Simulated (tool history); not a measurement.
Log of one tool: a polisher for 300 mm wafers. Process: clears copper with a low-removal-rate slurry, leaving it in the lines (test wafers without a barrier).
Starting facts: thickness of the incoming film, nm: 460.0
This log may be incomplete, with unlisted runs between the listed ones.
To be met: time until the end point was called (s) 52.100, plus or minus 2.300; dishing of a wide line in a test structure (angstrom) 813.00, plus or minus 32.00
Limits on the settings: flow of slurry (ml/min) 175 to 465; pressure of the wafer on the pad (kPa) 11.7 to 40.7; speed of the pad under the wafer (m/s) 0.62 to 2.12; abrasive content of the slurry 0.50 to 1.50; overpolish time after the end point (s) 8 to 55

run,day,flow of slurry (ml/min),pressure of the wafer on the pad (kPa),speed of the pad under the wafer (m/s),abrasive content of the slurry,overpolish time after the end point (s),time until the end point was called (s),dishing of a wide line in a test structure (angstrom)
1,0.000,295,26.2,1.36,1.00,28,101.490,640.70
2,0.304,295,22.1,1.36,1.00,28,116.640,600.21
3,0.671,295,24.1,1.38,1.00,27,106.080,613.53
4,0.971,295,24.1,1.38,0.85,27,111.290,604.89
5,1.062,235,24.1,1.38,0.85,27,109.210,591.29
6,1.300,235,24.1,1.38,0.75,27,112.110,599.25
7,1.558,270,31.0,1.50,1.00,17,81.479,560.91
8,1.921,270,31.7,1.52,1.00,18,78.611,599.10
9,1.958,270,32.4,1.54,1.00,18,74.404,597.05
10,2.167,270,33.1,1.56,1.00,19,72.426,629.45
11,2.462,270,33.8,1.58,1.00,19,72.750,642.84
12,2.642,270,34.5,1.62,1.00,19,69.441,678.49
13,2.896,270,35.2,1.64,1.00,19,66.129,677.64
14,3.150,270,35.9,1.66,1.00,19,65.787,686.73
15,3.296,270,36.5,1.68,1.00,19,62.991,710.10
16,3.492,270,37.2,1.70,1.00,19,62.267,715.76
17,3.733,270,37.9,1.72,1.00,19,60.989,718.11
18,3.858,270,37.9,1.74,1.00,19,58.584,727.70

Pick the move, out of 5, that brings all results within their allowed miss; only one does.
A,3.983,295,38.6,2.02,1.20,19,?,?
B,3.983,305,40.7,1.90,1.20,26,?,?
C,3.983,225,40.7,2.06,0.90,25,?,?
D,3.983,290,40.7,1.96,1.05,22,?,?
E,3.983,300,38.6,1.96,0.85,21,?,?

move,time until the end point was called (s),dishing of a wide line in a test structure (angstrom)
A,48.674,792.63
B,49.256,902.40
C,48.680,893.60
D,48.920,848.56
E,52.516,801.55
A: carries the result that was furthest off beyond its target, to the other side
B: carries the result that was furthest off beyond its target, to the other side
C: carries the result that was furthest off beyond its target, to the other side
D: carries the result that was furthest off beyond its target, to the other side
E: in spec on every target
So the answer is move E, the one that meets all the targets.
